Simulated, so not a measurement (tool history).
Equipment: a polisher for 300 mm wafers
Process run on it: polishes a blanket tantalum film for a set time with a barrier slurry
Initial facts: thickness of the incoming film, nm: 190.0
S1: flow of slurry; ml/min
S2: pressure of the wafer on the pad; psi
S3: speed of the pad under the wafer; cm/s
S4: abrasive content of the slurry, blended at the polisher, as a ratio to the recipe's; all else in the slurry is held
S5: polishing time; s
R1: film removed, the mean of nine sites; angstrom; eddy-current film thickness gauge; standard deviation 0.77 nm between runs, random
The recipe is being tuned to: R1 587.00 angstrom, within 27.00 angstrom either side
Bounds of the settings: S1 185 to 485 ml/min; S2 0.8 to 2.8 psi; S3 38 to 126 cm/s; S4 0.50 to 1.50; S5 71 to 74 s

run,hour,S1,S2,S3,S4,S5,R1
1,0.0,310,1.8,82,1.00,71,851.90
2,2.5,310,1.7,82,1.00,71,826.54
3,6.3,310,1.7,82,1.15,71,842.34
4,15.3,310,1.6,82,1.15,71,783.16
5,17.8,310,1.6,82,1.00,71,749.05
# hour 22.1: slurry blender recalibrated
6,22.1,310,1.5,82,1.00,71,802.08
7,25.3,310,1.4,78,1.00,71,730.99
8,31.7,310,0.9,76,1.00,71,525.75

Which single option among these 5 for the next run brings every result within its allowed miss of target? Just one does.
A,38.1,295,1.0,70,1.00,71,?
B,38.1,335,1.1,62,1.10,71,?
C,38.1,275,0.9,90,0.70,74,?
D,38.1,280,0.9,72,0.95,71,?
E,38.1,215,1.1,58,0.90,71,?

move,R1
A,537.03
B,526.78
C,599.23
D,506.85
E,448.02
A: an improvement on the last run, though not all results are within tolerance
B: no better and no worse than the last run
C: every result within its allowed miss
D: moves away from the targets compared with the last run
E: moves away from the targets compared with the last run
Correct choice: C, which meets every target
